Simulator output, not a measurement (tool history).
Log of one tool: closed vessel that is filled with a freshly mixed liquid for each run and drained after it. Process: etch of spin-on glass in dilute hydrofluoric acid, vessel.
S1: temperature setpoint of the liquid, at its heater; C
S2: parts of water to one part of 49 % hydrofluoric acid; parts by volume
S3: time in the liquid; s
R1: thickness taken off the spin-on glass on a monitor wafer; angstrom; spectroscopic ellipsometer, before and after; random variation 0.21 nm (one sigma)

{"run": 1, "day": 0.0, "S1": 23, "S2": 185, "S3": 145, "R1": 334.53}
{"run": 2, "day": 0.067, "S1": 22, "S2": 185, "S3": 145, "R1": 323.56}
{"run": 3, "day": 0.383, "S1": 22, "S2": 120, "S3": 145, "R1": 525.15}
{"run": 4, "day": 0.45, "S1": 23, "S2": 120, "S3": 145, "R1": 548.79}
{"run": 5, "day": 0.608, "S1": 23, "S2": 120, "S3": 155, "R1": 590.25}
{"run": 6, "day": 0.642, "S1": 22, "S2": 140, "S3": 155, "R1": 467.57}
{"run": 7, "day": 0.929, "S1": 22, "S2": 140, "S3": 155, "R1": 484.08}
{"run": 8, "day": 1.008, "S1": 21, "S2": 150, "S3": 155, "R1": 421.65}
{"run": 9, "day": 1.179, "S1": 20, "S2": 155, "S3": 155, "R1": 391.11}

Forecast run 10:
{"run": 10, "day": 1.475, "S1": 17, "S2": 195, "S3": 155, "R1": "?"}

R1: 263.74 angstrom
